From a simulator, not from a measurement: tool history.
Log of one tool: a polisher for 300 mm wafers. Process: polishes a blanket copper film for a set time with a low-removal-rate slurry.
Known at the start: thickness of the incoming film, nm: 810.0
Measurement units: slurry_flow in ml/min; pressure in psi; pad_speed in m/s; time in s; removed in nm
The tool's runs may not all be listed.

run,day,slurry_flow,pressure,pad_speed,slurry_solids,time,removed
1,0,135,1.7,1.28,1,56,138.88
2,0.267,135,1.7,1.28,1.2,56,143.19
3,0.483,135,1.5,1.26,1.2,56,124.55
4,0.575,135,1.4,1.26,1.2,56,119.68
5,0.946,135,1.3,1.24,1.2,56,108.64
6,0.996,135,1.3,1.24,1.2,56,105.33

Run 7, settings as shown, results not yet in. Your forecast:
7,1.129,135,1.2,1.24,1.2,56,?

Run 7 came out at removed 98.706 nm.

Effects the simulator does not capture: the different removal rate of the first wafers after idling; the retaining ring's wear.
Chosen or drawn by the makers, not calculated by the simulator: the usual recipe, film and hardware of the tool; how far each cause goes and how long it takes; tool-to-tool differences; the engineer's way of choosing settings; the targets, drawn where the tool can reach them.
